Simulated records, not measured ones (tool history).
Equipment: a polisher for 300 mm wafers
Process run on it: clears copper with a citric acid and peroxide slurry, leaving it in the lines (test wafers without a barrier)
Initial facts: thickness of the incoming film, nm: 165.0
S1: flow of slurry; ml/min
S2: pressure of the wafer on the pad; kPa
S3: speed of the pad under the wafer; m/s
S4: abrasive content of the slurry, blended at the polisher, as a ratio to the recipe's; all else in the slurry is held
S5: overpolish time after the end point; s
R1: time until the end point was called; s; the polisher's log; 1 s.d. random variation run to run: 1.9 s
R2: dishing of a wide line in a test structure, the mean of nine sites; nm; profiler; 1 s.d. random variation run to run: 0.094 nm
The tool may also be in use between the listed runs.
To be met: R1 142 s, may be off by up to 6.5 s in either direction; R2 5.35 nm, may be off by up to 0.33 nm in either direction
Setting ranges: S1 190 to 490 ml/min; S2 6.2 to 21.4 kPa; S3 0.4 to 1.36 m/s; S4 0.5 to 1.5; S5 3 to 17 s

run	hour	S1	S2	S3	S4	S5	R1	R2
1	0	315	13.8	0.88	1	9	111.66	8.8976
2	7.1	315	13.1	0.88	1	8	116.11	7.4653
3	7.8	315	12.4	0.88	1	8	119.59	7.2553
4	11.3	315	9.7	0.88	1	8	145.52	6.0285
5	12.4	315	13.1	0.88	1	8	113.78	7.4873
6	14.8	315	12.4	0.88	1	8	121.56	7.0615
7	16.7	315	11.7	0.88	1	8	125.23	6.9707
8	19.2	315	9.7	0.86	1	6	148.12	4.4816

Which of these 5 next moves meets every target?
A	21.7	190	11	0.68	1.15	9	?	?
B	21.7	345	9.7	0.82	1.1	6	?	?
C	21.7	290	9.7	0.82	1	8	?	?
D	21.7	310	10.3	0.94	0.75	7	?	?
E	21.7	295	10.3	0.74	1.15	7	?	?

move	R1	R2
A	168.24	5.9366
B	147.89	4.525
C	154.94	5.7269
D	142.94	5.4418
E	154.28	5.0516
A: takes the biggest miss from the last run beyond its target
B: no nearer and no further than the last run
C: takes the biggest miss from the last run beyond its target
D: in spec on every target
E: meets the target for the result that was furthest off, but another lies outside its allowed miss
Go with D: it meets all targets.
